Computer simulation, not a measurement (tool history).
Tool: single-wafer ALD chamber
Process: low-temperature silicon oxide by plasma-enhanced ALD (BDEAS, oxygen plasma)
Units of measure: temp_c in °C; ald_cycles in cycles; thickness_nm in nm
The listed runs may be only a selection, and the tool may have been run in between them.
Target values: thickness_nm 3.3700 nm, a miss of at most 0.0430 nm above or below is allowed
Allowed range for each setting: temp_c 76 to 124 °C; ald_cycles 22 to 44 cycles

run    day  temp_c  ald_cycles  thickness_nm
  1  0.000     100          33        4.3537
  2  0.229     100          38        5.0124
  3  0.375     100          42        5.5289
  4  0.425     108          42        5.4513
  5  0.746     112          36        4.6314
  6  1.121     114          32        4.0959
  7  1.483     116          30        3.8105
  8  1.604     122          26        3.2801
  9  1.908     120          26        3.2808
 10  2.200     118          26        3.2991

4 next moves are on the table. One of them brings every result within its allowed miss. Which?
  A  2.492     117          26             ?
  B  2.492     114          27             ?
  C  2.492     124          27             ?
  D  2.492     123          26             ?

move  thickness_nm
   A        3.3205
   B        3.4701
   C        3.3972
   D        3.2784
A: better than the last run, though not everything is in spec
B: pushes the last run's worst result past its target
C: all results in spec
D: moves away from the targets compared with the last run
Move C is the one to make.

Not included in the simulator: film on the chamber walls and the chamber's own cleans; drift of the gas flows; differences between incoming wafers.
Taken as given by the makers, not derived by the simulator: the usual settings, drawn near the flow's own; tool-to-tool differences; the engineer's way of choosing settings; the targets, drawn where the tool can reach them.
